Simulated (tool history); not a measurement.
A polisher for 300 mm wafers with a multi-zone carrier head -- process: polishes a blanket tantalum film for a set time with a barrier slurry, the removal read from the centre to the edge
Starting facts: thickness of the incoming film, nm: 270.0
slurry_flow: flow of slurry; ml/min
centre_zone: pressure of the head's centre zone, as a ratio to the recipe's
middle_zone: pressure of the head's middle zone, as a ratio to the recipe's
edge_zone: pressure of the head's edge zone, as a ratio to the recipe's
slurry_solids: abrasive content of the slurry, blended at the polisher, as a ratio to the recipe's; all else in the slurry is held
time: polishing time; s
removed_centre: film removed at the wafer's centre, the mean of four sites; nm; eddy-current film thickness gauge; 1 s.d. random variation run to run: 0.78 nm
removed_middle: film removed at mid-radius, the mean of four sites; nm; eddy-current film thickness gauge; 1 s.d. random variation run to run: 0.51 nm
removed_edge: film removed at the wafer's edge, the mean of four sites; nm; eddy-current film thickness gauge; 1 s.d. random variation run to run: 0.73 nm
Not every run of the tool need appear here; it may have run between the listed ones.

Run 1, hour 0.0: slurry_flow 300 ml/min, centre_zone 1.00, middle_zone 1.00, edge_zone 1.00, slurry_solids 1.00, time 37 s. Result: removed_centre 84.343 nm, removed_middle 86.847 nm, removed_edge 84.949 nm.
Run 2, hour 1.5: slurry_flow 300 ml/min, centre_zone 1.00, middle_zone 0.99, edge_zone 0.99, slurry_solids 0.95, time 37 s. Result: removed_centre 83.913 nm, removed_middle 84.215 nm, removed_edge 81.863 nm.
Run 3, hour 9.7: slurry_flow 300 ml/min, centre_zone 1.00, middle_zone 0.99, edge_zone 0.99, slurry_solids 0.95, time 31 s. Result: removed_centre 69.122 nm, removed_middle 69.747 nm, removed_edge 66.952 nm.
Run 4, hour 15.3: slurry_flow 300 ml/min, centre_zone 1.08, middle_zone 0.99, edge_zone 0.99, slurry_solids 0.95, time 31 s. Result: removed_centre 74.957 nm, removed_middle 71.933 nm, removed_edge 68.667 nm.
Run 5, hour 18.5: slurry_flow 300 ml/min, centre_zone 1.08, middle_zone 0.99, edge_zone 0.99, slurry_solids 0.95, time 26 s. Result: removed_centre 61.771 nm, removed_middle 59.117 nm, removed_edge 55.585 nm.
Run 6, hour 20.0: slurry_flow 360 ml/min, centre_zone 1.08, middle_zone 0.99, edge_zone 0.99, slurry_solids 0.95, time 26 s. Result: removed_centre 63.265 nm, removed_middle 60.352 nm, removed_edge 58.706 nm.
Run 7, hour 25.8: slurry_flow 365 ml/min, centre_zone 1.09, middle_zone 0.99, edge_zone 0.99, slurry_solids 0.95, time 26 s. Result: removed_centre 64.419 nm, removed_middle 60.949 nm, removed_edge 57.248 nm.

Expected results for the next run?
Run 8, hour 32.7: slurry_flow 365 ml/min, centre_zone 1.09, middle_zone 0.99, edge_zone 1.00, slurry_solids 0.95, time 26 s. Result: removed_centre ?, removed_middle ?, removed_edge ?.

For run 8 the tool returned removed_centre 64.741 nm, removed_middle 59.702 nm, removed_edge 58.321 nm.
